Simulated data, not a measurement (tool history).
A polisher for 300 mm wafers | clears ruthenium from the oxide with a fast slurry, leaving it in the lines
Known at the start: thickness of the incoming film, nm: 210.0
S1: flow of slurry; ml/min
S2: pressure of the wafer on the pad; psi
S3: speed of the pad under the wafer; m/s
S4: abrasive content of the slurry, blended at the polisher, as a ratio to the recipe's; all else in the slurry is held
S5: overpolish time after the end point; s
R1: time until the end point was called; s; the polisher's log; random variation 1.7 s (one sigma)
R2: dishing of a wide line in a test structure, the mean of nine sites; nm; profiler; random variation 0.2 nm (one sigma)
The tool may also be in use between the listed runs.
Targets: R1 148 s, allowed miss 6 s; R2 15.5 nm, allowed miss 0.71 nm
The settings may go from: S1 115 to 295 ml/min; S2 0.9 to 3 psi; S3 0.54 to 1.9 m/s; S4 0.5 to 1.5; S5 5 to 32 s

{"run": 1, "hour": 0.0, "S1": 190, "S2": 1.9, "S3": 1.22, "S4": 1, "S5": 16, "R1": 83.028, "R2": 36.91}
{"run": 2, "hour": 1.0, "S1": 195, "S2": 1.7, "S3": 1.18, "S4": 1, "S5": 15, "R1": 93.617, "R2": 31.237}
{"run": 3, "hour": 5.4, "S1": 200, "S2": 1.6, "S3": 1.14, "S4": 1, "S5": 14, "R1": 100.69, "R2": 27.786}
{"run": 4, "hour": 12.6, "S1": 200, "S2": 1.6, "S3": 1.04, "S4": 1, "S5": 14, "R1": 106.8, "R2": 26.054}
{"run": 5, "hour": 19.4, "S1": 200, "S2": 1.5, "S3": 1.04, "S4": 1, "S5": 13, "R1": 114.89, "R2": 22.375}
{"run": 6, "hour": 28.1, "S1": 200, "S2": 1.1, "S3": 1.04, "S4": 1, "S5": 13, "R1": 156.79, "R2": 17.014}
{"run": 7, "hour": 33.8, "S1": 205, "S2": 1.1, "S3": 1.04, "S4": 1, "S5": 12, "R1": 155.11, "R2": 16.214}
{"run": 8, "hour": 37.9, "S1": 210, "S2": 1.1, "S3": 1.04, "S4": 1, "S5": 12, "R1": 156.59, "R2": 15.936}
{"run": 9, "hour": 38.5, "S1": 210, "S2": 1.1, "S3": 1.04, "S4": 1, "S5": 11, "R1": 156.03, "R2": 15.074}

5 next moves are on the table. One of them brings every result within its allowed miss. Which?
{"run": "A", "hour": 39.1, "S1": 240, "S2": 1.2, "S3": 0.96, "S4": 1, "S5": 10, "R1": "?", "R2": "?"}
{"run": "B", "hour": 39.1, "S1": 225, "S2": 1.2, "S3": 0.96, "S4": 0.9, "S5": 11, "R1": "?", "R2": "?"}
{"run": "C", "hour": 39.1, "S1": 200, "S2": 1.5, "S3": 0.66, "S4": 0.95, "S5": 11, "R1": "?", "R2": "?"}
{"run": "D", "hour": 39.1, "S1": 220, "S2": 1.1, "S3": 0.82, "S4": 1.25, "S5": 11, "R1": "?", "R2": "?"}
{"run": "E", "hour": 39.1, "S1": 235, "S2": 1.1, "S3": 1.02, "S4": 1.1, "S5": 11, "R1": "?", "R2": "?"}

move=A R1=148.2 R2=14.069
move=B R1=159 R2=14.407
move=C R1=165.25 R2=13.888
move=D R1=163.15 R2=14.058
move=E R1=146.36 R2=15.584
A: brings the result that was furthest off to its target, and leaves another outside
B: further off than the last run
C: further off than the last run
D: further off than the last run
E: meets every target
Move E is the one to make.
